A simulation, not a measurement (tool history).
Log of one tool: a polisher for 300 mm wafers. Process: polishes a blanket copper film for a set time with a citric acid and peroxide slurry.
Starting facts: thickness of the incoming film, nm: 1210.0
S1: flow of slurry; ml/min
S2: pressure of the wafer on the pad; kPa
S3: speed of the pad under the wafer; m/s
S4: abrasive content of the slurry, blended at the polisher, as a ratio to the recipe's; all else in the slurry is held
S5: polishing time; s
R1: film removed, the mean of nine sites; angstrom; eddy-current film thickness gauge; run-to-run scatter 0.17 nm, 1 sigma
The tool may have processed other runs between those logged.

run	day	S1	S2	S3	S4	S5	R1
1	0.000	205	15.9	1.24	1.00	21	406.33
2	0.179	205	15.9	1.24	0.90	21	395.00
3	0.208	200	15.2	1.24	0.90	21	386.21
4	0.267	200	15.2	1.24	0.75	21	367.09
5	0.575	200	14.5	1.24	0.75	21	351.39
6	0.767	200	15.9	1.24	0.75	21	381.28
7	0.854	200	15.2	1.24	0.75	21	364.90
8	1.042	200	14.5	1.24	0.75	21	352.29
9	1.088	200	13.8	1.24	0.75	21	340.67
10	1.167	200	13.1	1.24	0.75	21	326.90
11	1.521	200	13.1	1.24	0.75	21	326.28
12	1.575	200	12.4	1.24	0.75	21	310.37
13	1.892	200	12.4	1.24	0.75	21	313.28
14	1.925	195	11.7	1.24	0.75	21	294.39

Forecast run 15:
15	2.262	195	11.7	1.24	0.75	21	?

{"run 15": {"R1": 295.97}}
